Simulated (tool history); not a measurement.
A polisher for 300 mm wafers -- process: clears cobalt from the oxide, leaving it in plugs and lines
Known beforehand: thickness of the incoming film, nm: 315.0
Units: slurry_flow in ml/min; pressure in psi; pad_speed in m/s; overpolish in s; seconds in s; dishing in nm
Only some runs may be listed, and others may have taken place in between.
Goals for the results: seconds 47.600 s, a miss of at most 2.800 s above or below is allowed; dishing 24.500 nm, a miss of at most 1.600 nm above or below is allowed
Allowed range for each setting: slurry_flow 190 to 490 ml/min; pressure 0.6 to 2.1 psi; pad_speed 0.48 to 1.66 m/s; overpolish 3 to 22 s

run 1 hour=0.0 | slurry_flow=315 pressure=1.3 pad_speed=1.06 overpolish=11 | seconds=86.811 dishing=34.319
run 2 hour=1.8 | slurry_flow=315 pressure=1.0 pad_speed=1.06 overpolish=11 | seconds=110.100 dishing=28.560
run 3 hour=3.7 | slurry_flow=290 pressure=1.0 pad_speed=1.06 overpolish=11 | seconds=112.140 dishing=27.150
run 4 hour=8.8 | slurry_flow=255 pressure=1.3 pad_speed=1.14 overpolish=8 | seconds=81.036 dishing=26.712
run 5 hour=12.8 | slurry_flow=255 pressure=1.3 pad_speed=1.14 overpolish=5 | seconds=81.357 dishing=17.534
-- hour=14.7 head pressure recalibrated
run 6 hour=14.7 | slurry_flow=205 pressure=1.3 pad_speed=1.14 overpolish=5 | seconds=76.906 dishing=19.445
run 7 hour=22.3 | slurry_flow=205 pressure=1.5 pad_speed=1.16 overpolish=5 | seconds=67.777 dishing=21.949
run 8 hour=27.0 | slurry_flow=205 pressure=1.5 pad_speed=1.16 overpolish=5 | seconds=67.564 dishing=22.213
run 9 hour=28.3 | slurry_flow=205 pressure=1.6 pad_speed=1.18 overpolish=4 | seconds=61.484 dishing=19.135
run 10 hour=32.9 | slurry_flow=205 pressure=1.7 pad_speed=1.20 overpolish=4 | seconds=57.737 dishing=20.648
run 11 hour=40.5 | slurry_flow=205 pressure=1.8 pad_speed=1.20 overpolish=4 | seconds=55.419 dishing=21.343
run 12 hour=42.6 | slurry_flow=205 pressure=1.9 pad_speed=1.20 overpolish=4 | seconds=51.603 dishing=23.122

Which one of the following 5 next-run settings gets every result inside its allowed miss? There is exactly one.
run A hour=44.7 | slurry_flow=190 pressure=2.1 pad_speed=1.06 overpolish=4 | seconds=? dishing=?
run B hour=44.7 | slurry_flow=190 pressure=2.1 pad_speed=1.32 overpolish=3 | seconds=? dishing=?
run C hour=44.7 | slurry_flow=205 pressure=2.0 pad_speed=1.42 overpolish=3 | seconds=? dishing=?
run D hour=44.7 | slurry_flow=285 pressure=1.8 pad_speed=1.30 overpolish=4 | seconds=? dishing=?
run E hour=44.7 | slurry_flow=225 pressure=1.8 pad_speed=1.22 overpolish=5 | seconds=? dishing=?

move=A seconds=53.516 dishing=21.541
move=B seconds=43.230 dishing=20.186
move=C seconds=41.663 dishing=20.846
move=D seconds=48.150 dishing=23.584
move=E seconds=52.713 dishing=26.373
A: lands further from the targets than the last run did
B: pushes the last run's worst result past its target
C: pushes the last run's worst result past its target
D: every result lands within tolerance
E: lands further from the targets than the last run did
Correct choice: D, which meets every target
